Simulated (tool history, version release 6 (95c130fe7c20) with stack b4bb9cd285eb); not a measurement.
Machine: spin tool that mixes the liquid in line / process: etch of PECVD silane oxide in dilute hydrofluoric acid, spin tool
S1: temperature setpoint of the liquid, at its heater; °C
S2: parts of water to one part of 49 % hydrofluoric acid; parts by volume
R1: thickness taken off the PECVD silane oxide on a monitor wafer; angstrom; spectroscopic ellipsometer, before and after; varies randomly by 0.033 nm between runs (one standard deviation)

Run 1, hour 0.0: S1 22.0 °C, S2 115 parts by volume, time under the liquid (s) 55. Result: R1 56.420 angstrom.
Run 2, hour 3.7: S1 22.0 °C, S2 115 parts by volume, time under the liquid (s) 55. Result: R1 55.271 angstrom.
Run 3, hour 6.6: S1 24.0 °C, S2 115 parts by volume, time under the liquid (s) 55. Result: R1 60.136 angstrom.
Run 4, hour 10.7: S1 23.5 °C, S2 120 parts by volume, time under the liquid (s) 55. Result: R1 57.226 angstrom.
Run 5, hour 15.8: S1 23.0 °C, S2 125 parts by volume, time under the liquid (s) 55. Result: R1 52.498 angstrom.
Run 6, hour 21.7: S1 23.0 °C, S2 100 parts by volume, time under the liquid (s) 55. Result: R1 68.489 angstrom.
At hour 22.9: hydrofluoric acid flow meter replaced.
Run 7, hour 22.9: S1 22.5 °C, S2 105 parts by volume, time under the liquid (s) 55. Result: R1 70.268 angstrom.

Expected results for the next run?
Run 8, hour 30.0: S1 22.0 °C, S2 110 parts by volume, time under the liquid (s) 55. Result: R1 ?.

Run 8 came out at R1 64.570 angstrom.
